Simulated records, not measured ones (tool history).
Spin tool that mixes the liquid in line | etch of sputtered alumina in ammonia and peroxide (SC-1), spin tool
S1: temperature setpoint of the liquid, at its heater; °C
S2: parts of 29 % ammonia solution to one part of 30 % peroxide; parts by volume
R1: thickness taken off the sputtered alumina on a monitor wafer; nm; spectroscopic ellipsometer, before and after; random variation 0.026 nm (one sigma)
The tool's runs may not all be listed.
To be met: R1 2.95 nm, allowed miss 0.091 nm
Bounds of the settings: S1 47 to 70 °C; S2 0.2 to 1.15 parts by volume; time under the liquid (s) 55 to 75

run 1 day=0 | S1=63 S2=0.65 time_under_the_liquid_(s)=75 | R1=8.0195
run 2 day=0.338 | S1=63 S2=0.65 time_under_the_liquid_(s)=55 | R1=5.8937
run 3 day=0.6 | S1=63 S2=0.5 time_under_the_liquid_(s)=55 | R1=5.7699
run 4 day=0.708 | S1=63 S2=0.5 time_under_the_liquid_(s)=55 | R1=5.7338
run 5 day=1.046 | S1=60.5 S2=0.5 time_under_the_liquid_(s)=55 | R1=5.1066
run 6 day=1.308 | S1=57.5 S2=0.5 time_under_the_liquid_(s)=55 | R1=4.3669
run 7 day=1.55 | S1=56 S2=0.5 time_under_the_liquid_(s)=55 | R1=3.9561
run 8 day=1.704 | S1=49.5 S2=0.5 time_under_the_liquid_(s)=55 | R1=2.8252

Which of these 5 next moves meets every target?
run A day=1.858 | S1=50 S2=0.7 time_under_the_liquid_(s)=55 | R1=?
run B day=1.858 | S1=50.5 S2=0.25 time_under_the_liquid_(s)=55 | R1=?
run C day=1.858 | S1=51.5 S2=0.6 time_under_the_liquid_(s)=55 | R1=?
run D day=1.858 | S1=49 S2=0.55 time_under_the_liquid_(s)=55 | R1=?
run E day=1.858 | S1=47 S2=0.55 time_under_the_liquid_(s)=70 | R1=?

move=A R1=2.9836
move=B R1=2.78
move=C R1=3.1916
move=D R1=2.7592
move=E R1=3.141
A: meets every target
B: further off than the last run
C: takes the result that was furthest off past its target
D: further off than the last run
E: takes the result that was furthest off past its target
Move A is the one to make.

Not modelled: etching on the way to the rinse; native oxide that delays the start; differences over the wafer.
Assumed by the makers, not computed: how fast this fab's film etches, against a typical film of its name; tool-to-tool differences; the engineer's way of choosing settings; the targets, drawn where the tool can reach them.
